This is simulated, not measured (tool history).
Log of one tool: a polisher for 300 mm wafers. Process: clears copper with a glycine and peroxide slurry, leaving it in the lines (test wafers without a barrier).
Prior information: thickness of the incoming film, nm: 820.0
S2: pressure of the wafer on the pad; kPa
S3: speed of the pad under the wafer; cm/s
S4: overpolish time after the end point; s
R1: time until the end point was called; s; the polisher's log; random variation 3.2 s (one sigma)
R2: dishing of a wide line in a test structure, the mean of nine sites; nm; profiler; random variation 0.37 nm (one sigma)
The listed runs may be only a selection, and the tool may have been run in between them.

Run 1, hour 0.0: flow of slurry (ml/min) 150, S2 16.5 kPa, S3 122 cm/s, S4 15 s. Result: R1 153.95 s, R2 50.356 nm.
Run 2, hour 8.5: flow of slurry (ml/min) 170, S2 16.5 kPa, S3 122 cm/s, S4 15 s. Result: R1 156.46 s, R2 49.715 nm.
Run 3, hour 16.6: flow of slurry (ml/min) 170, S2 15.2 kPa, S3 124 cm/s, S4 14 s. Result: R1 159.96 s, R2 44.852 nm.
Run 4, hour 18.0: flow of slurry (ml/min) 170, S2 17.9 kPa, S3 124 cm/s, S4 14 s. Result: R1 142.81 s, R2 50.792 nm.
Run 5, hour 26.5: flow of slurry (ml/min) 170, S2 17.9 kPa, S3 138 cm/s, S4 14 s. Result: R1 131.69 s, R2 55.352 nm.
Run 6, hour 30.7: flow of slurry (ml/min) 170, S2 19.3 kPa, S3 138 cm/s, S4 14 s. Result: R1 123.57 s, R2 56.516 nm.

Forecast run 7:
Run 7, hour 32.7: flow of slurry (ml/min) 130, S2 22.1 kPa, S3 104 cm/s, S4 7 s. Result: R1 ?, R2 ?.

For run 7 the tool returned R1 139.61 s, R2 28.902 nm.

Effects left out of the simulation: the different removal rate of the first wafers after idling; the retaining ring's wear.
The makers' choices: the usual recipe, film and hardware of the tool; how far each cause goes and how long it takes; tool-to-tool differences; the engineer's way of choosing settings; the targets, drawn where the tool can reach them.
